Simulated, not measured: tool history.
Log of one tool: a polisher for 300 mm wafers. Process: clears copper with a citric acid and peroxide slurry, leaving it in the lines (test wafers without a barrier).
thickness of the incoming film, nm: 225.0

| run | hour | flow of slurry (ml/min) | pressure of the wafer on the pad (kPa) | speed of the pad under the wafer (m/s) | abrasive content of the slurry | overpolish time after the end point (s) | time until the end point was called (s) | dishing of a wide line in a test structure (nm) |
|---|---|---|---|---|---|---|---|---|
| 1 | 0.0 | 260 | 13.8 | 0.90 | 1.00 | 23 | 165.83 | 22.079 |
| 2 | 1.2 | 260 | 13.1 | 0.90 | 1.00 | 24 | 178.07 | 23.143 |
| 3 | 5.4 | 260 | 13.1 | 1.10 | 1.00 | 24 | 149.93 | 26.841 |
| 4 | 13.0 | 260 | 13.1 | 1.10 | 1.15 | 24 | 139.28 | 29.045 |
| 5 | 15.9 | 260 | 13.1 | 1.10 | 1.00 | 24 | 145.92 | 27.732 |
| 6 | 18.3 | 260 | 12.4 | 1.10 | 1.00 | 24 | 151.67 | 25.292 |
| 7 | 19.7 | 260 | 8.3 | 1.06 | 1.00 | 31 | 233.07 | 22.287 |

The next listed run, before its measurement:
| 8 | 28.6 | 260 | 9.0 | 1.06 | 1.00 | 29 | ? | ? |

time until the end point was called (s): 212.38
dishing of a wide line in a test structure (nm): 22.704

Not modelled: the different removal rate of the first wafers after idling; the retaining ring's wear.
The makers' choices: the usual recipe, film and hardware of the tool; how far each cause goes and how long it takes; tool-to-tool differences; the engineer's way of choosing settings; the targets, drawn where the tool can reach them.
